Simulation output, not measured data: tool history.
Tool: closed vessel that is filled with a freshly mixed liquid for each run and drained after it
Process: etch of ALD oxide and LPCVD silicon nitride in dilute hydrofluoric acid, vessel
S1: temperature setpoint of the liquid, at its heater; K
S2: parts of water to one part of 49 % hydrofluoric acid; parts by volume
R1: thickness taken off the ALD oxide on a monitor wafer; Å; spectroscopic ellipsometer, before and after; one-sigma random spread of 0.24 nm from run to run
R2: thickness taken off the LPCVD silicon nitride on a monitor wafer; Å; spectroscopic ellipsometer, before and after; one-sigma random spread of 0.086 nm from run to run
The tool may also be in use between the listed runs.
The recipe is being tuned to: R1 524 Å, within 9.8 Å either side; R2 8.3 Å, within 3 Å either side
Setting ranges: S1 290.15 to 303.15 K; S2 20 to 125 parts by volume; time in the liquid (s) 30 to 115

Run 1, hour 0: S1 295.15 K, S2 70 parts by volume, time in the liquid (s) 60. Result: R1 230.35 Å, R2 3.2607 Å.
Run 2, hour 6.7: S1 297.65 K, S2 60 parts by volume, time in the liquid (s) 60. Result: R1 303.3 Å, R2 4.5393 Å.
Run 3, hour 8.4: S1 297.65 K, S2 75 parts by volume, time in the liquid (s) 60. Result: R1 237.11 Å, R2 3.273 Å.
Run 4, hour 16.7: S1 297.65 K, S2 95 parts by volume, time in the liquid (s) 60. Result: R1 181.15 Å, R2 2.5949 Å.
Run 5, hour 18.5: S1 297.65 K, S2 75 parts by volume, time in the liquid (s) 60. Result: R1 236.64 Å, R2 3.4382 Å.
Run 6, hour 20.3: S1 295.15 K, S2 75 parts by volume, time in the liquid (s) 60. Result: R1 214.84 Å, R2 2.5916 Å.
Run 7, hour 27.2: S1 297.15 K, S2 65 parts by volume, time in the liquid (s) 60. Result: R1 270.12 Å, R2 3.477 Å.
Run 8, hour 35.5: S1 299.15 K, S2 55 parts by volume, time in the liquid (s) 60. Result: R1 350.76 Å, R2 4.9598 Å.
Run 9, hour 39.8: S1 303.15 K, S2 40 parts by volume, time in the liquid (s) 60. Result: R1 580.9 Å, R2 9.2562 Å.
Run 10, hour 45: S1 302.65 K, S2 40 parts by volume, time in the liquid (s) 60. Result: R1 567.52 Å, R2 10.075 Å.
Run 11, hour 51.6: S1 302.15 K, S2 40 parts by volume, time in the liquid (s) 60. Result: R1 554.79 Å, R2 8.4417 Å.
Run 12, hour 54.3: S1 301.65 K, S2 40 parts by volume, time in the liquid (s) 60. Result: R1 545.18 Å, R2 7.1594 Å.
Run 13, hour 61.2: S1 301.15 K, S2 40 parts by volume, time in the liquid (s) 60. Result: R1 542.7 Å, R2 7.8213 Å.

Pick the move, out of 4, that brings all results within their allowed miss; only one does.
Run A, hour 68.1: S1 303.15 K, S2 30 parts by volume, time in the liquid (s) 40. Result: R1 ?, R2 ?.
Run B, hour 68.1: S1 301.65 K, S2 40 parts by volume, time in the liquid (s) 60. Result: R1 ?, R2 ?.
Run C, hour 68.1: S1 303.15 K, S2 50 parts by volume, time in the liquid (s) 65. Result: R1 ?, R2 ?.
Run D, hour 68.1: S1 300.65 K, S2 35 parts by volume, time in the liquid (s) 55. Result: R1 ?, R2 ?.

move      R1      R2
   A  526.35  8.2528
   B     549  8.4644
   C  498.36  8.1366
   D  555.85   8.264
A: every result lands within tolerance
B: further off than the last run
C: carries the result that was furthest off beyond its target, to the other side
D: further off than the last run
Move A is the one to make.
